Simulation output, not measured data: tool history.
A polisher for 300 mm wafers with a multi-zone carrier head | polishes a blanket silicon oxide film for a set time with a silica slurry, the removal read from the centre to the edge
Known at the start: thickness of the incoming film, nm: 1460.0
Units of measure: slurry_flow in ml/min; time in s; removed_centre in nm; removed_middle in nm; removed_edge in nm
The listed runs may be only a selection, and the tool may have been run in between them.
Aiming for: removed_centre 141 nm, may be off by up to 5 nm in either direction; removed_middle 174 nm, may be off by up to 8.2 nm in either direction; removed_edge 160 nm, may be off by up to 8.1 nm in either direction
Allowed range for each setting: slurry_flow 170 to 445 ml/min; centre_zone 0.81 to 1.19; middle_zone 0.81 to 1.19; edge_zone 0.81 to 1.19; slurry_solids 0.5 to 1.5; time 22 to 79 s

{"run": 1, "hour": 0.0, "slurry_flow": 285, "centre_zone": 1, "middle_zone": 1, "edge_zone": 1, "slurry_solids": 1, "time": 50, "removed_centre": 194.68, "removed_middle": 191.72, "removed_edge": 198.19}
{"run": 2, "hour": 0.9, "slurry_flow": 285, "centre_zone": 1, "middle_zone": 1, "edge_zone": 1.08, "slurry_solids": 1, "time": 50, "removed_centre": 194.44, "removed_middle": 197.91, "removed_edge": 202.23}
{"run": 3, "hour": 4.8, "slurry_flow": 285, "centre_zone": 0.98, "middle_zone": 1.02, "edge_zone": 1.07, "slurry_solids": 0.9, "time": 50, "removed_centre": 184.06, "removed_middle": 189.86, "removed_edge": 188.34}
{"run": 4, "hour": 7.0, "slurry_flow": 285, "centre_zone": 0.98, "middle_zone": 0.96, "edge_zone": 1.07, "slurry_solids": 0.9, "time": 50, "removed_centre": 184.25, "removed_middle": 182.08, "removed_edge": 187.76}
{"run": 5, "hour": 9.3, "slurry_flow": 280, "centre_zone": 0.95, "middle_zone": 0.98, "edge_zone": 1.07, "slurry_solids": 0.85, "time": 50, "removed_centre": 174.24, "removed_middle": 174.6, "removed_edge": 183.9}
{"run": 6, "hour": 10.2, "slurry_flow": 290, "centre_zone": 0.93, "middle_zone": 1.02, "edge_zone": 1.08, "slurry_solids": 0.8, "time": 50, "removed_centre": 165.41, "removed_middle": 179.21, "removed_edge": 178.5}
{"run": 7, "hour": 16.7, "slurry_flow": 295, "centre_zone": 0.92, "middle_zone": 1.04, "edge_zone": 1.08, "slurry_solids": 0.75, "time": 50, "removed_centre": 157.66, "removed_middle": 171.16, "removed_edge": 172.34}
{"run": 8, "hour": 25.6, "slurry_flow": 295, "centre_zone": 0.91, "middle_zone": 1.07, "edge_zone": 1.07, "slurry_solids": 0.75, "time": 50, "removed_centre": 153.12, "removed_middle": 181.98, "removed_edge": 170.43}
{"run": 9, "hour": 33.4, "slurry_flow": 295, "centre_zone": 0.9, "middle_zone": 1.07, "edge_zone": 1.06, "slurry_solids": 0.75, "time": 50, "removed_centre": 152.17, "removed_middle": 176.98, "removed_edge": 165.25}
{"run": 10, "hour": 42.0, "slurry_flow": 295, "centre_zone": 0.89, "middle_zone": 1.07, "edge_zone": 1.06, "slurry_solids": 0.75, "time": 50, "removed_centre": 151.52, "removed_middle": 177.81, "removed_edge": 169.54}
{"run": 11, "hour": 50.3, "slurry_flow": 295, "centre_zone": 0.88, "middle_zone": 1.08, "edge_zone": 1.05, "slurry_solids": 0.75, "time": 50, "removed_centre": 149.96, "removed_middle": 178.86, "removed_edge": 168.91}

Which single option among these 5 for the next run brings every result within its allowed miss of target? Just one does.
{"run": "A", "hour": 58.6, "slurry_flow": 180, "centre_zone": 1.05, "middle_zone": 1.06, "edge_zone": 1.02, "slurry_solids": 0.55, "time": 56, "removed_centre": "?", "removed_middle": "?", "removed_edge": "?"}
{"run": "B", "hour": 58.6, "slurry_flow": 365, "centre_zone": 0.81, "middle_zone": 0.95, "edge_zone": 1.09, "slurry_solids": 0.85, "time": 51, "removed_centre": "?", "removed_middle": "?", "removed_edge": "?"}
{"run": "C", "hour": 58.6, "slurry_flow": 315, "centre_zone": 1.08, "middle_zone": 1.15, "edge_zone": 0.99, "slurry_solids": 0.55, "time": 57, "removed_centre": "?", "removed_middle": "?", "removed_edge": "?"}
{"run": "D", "hour": 58.6, "slurry_flow": 255, "centre_zone": 0.87, "middle_zone": 1.1, "edge_zone": 1.04, "slurry_solids": 0.6, "time": 56, "removed_centre": "?", "removed_middle": "?", "removed_edge": "?"}
{"run": "E", "hour": 58.6, "slurry_flow": 295, "centre_zone": 0.93, "middle_zone": 1.08, "edge_zone": 1.02, "slurry_solids": 0.6, "time": 56, "removed_centre": "?", "removed_middle": "?", "removed_edge": "?"}

move=A removed_centre=147.95 removed_middle=150.43 removed_edge=143.85
move=B removed_centre=149.13 removed_middle=178.57 removed_edge=190.32
move=C removed_centre=165.5 removed_middle=174.15 removed_edge=150.69
move=D removed_centre=136.38 removed_middle=172.35 removed_edge=159.38
move=E removed_centre=148.08 removed_middle=171.97 removed_edge=159.58
A: further off than the last run
B: further off than the last run
C: further off than the last run
D: meets every target
E: an improvement on the last run, though not all results are within tolerance
Correct choice: D, which meets every target

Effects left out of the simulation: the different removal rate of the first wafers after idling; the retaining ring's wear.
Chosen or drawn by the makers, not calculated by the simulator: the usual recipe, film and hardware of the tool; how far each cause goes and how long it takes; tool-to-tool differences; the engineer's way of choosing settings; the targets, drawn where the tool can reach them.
